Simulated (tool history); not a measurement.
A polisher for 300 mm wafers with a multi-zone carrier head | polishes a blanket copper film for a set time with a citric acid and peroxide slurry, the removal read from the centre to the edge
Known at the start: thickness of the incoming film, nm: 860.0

run,hour,flow of slurry (ml/min),pressure of the head's centre zone,pressure of the head's middle zone,pressure of the head's edge zone,abrasive content of the slurry,polishing time (s),film removed at the wafer's centre (Å),film removed at mid-radius (Å),film removed at the wafer's edge (Å)
1,0.0,140,1.00,1.00,1.00,1.00,32,445.54,520.03,520.32
2,3.4,140,1.00,1.00,1.00,1.00,28,391.92,454.84,458.58
3,11.7,150,1.03,1.00,0.98,1.05,29,425.54,478.77,478.98
4,20.2,160,1.06,1.00,0.95,1.10,30,465.73,511.04,490.02
5,27.1,170,1.08,0.99,0.94,1.15,31,497.82,528.45,525.14
6,35.5,170,1.08,0.99,0.94,1.05,31,484.20,515.07,499.75
7,36.5,180,1.10,0.98,0.92,1.10,32,516.14,546.59,533.80
8,40.0,170,1.11,0.98,0.90,1.15,33,541.60,553.87,550.07
# hour 46.2: centre zone pressure recalibrated
9,46.2,180,1.12,0.98,0.89,1.20,33,627.95,564.86,543.58
10,53.5,185,1.12,0.99,0.90,1.20,33,631.51,561.88,538.58

Run 11 comes next. What will it give?
11,55.6,185,1.11,1.00,0.91,1.20,34,?,?,?

Run 11 gave film removed at the wafer's centre (Å) 641.83, film removed at mid-radius (Å) 581.01, film removed at the wafer's edge (Å) 570.09.

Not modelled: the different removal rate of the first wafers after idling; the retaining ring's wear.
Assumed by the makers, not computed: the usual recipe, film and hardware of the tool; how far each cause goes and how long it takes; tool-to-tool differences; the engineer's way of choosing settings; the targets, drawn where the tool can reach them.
